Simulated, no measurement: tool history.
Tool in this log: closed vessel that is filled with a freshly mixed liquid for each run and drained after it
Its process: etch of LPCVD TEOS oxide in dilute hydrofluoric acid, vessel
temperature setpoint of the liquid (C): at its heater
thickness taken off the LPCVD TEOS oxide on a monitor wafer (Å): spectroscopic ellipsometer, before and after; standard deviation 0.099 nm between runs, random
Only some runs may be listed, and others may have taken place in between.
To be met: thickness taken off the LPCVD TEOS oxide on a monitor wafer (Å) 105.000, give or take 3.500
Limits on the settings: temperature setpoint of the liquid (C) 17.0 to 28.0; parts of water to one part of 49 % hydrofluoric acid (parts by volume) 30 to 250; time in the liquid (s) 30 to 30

run	hour	temperature setpoint of the liquid (C)	parts of water to one part of 49 % hydrofluoric acid (parts by volume)	time in the liquid (s)	thickness taken off the LPCVD TEOS oxide on a monitor wafer (Å)
1	0.0	20.0	140	30	67.313
2	5.7	22.5	135	30	78.643
3	11.4	22.5	160	30	64.843
4	18.0	22.5	160	30	66.408
5	26.2	22.5	175	30	58.805
6	30.6	22.5	220	30	44.682
7	38.7	24.5	185	30	58.445
8	47.3	25.5	160	30	72.369
9	48.7	26.5	145	30	85.249
10	53.1	27.0	140	30	89.299
11	56.5	27.5	135	30	95.277
12	57.9	27.5	130	30	100.760

Exactly one of the 4 candidate moves below puts every result within its allowed miss. Which one?
A	59.3	25.5	130	30	?
B	59.3	27.5	135	30	?
C	59.3	23.0	120	30	?
D	59.3	27.5	125	30	?

move	thickness taken off the LPCVD TEOS oxide on a monitor wafer (Å)
A	93.605
B	96.608
C	93.130
D	105.670
A: further off than the last run
B: further off than the last run
C: further off than the last run
D: each result inside its tolerance
Answer: D
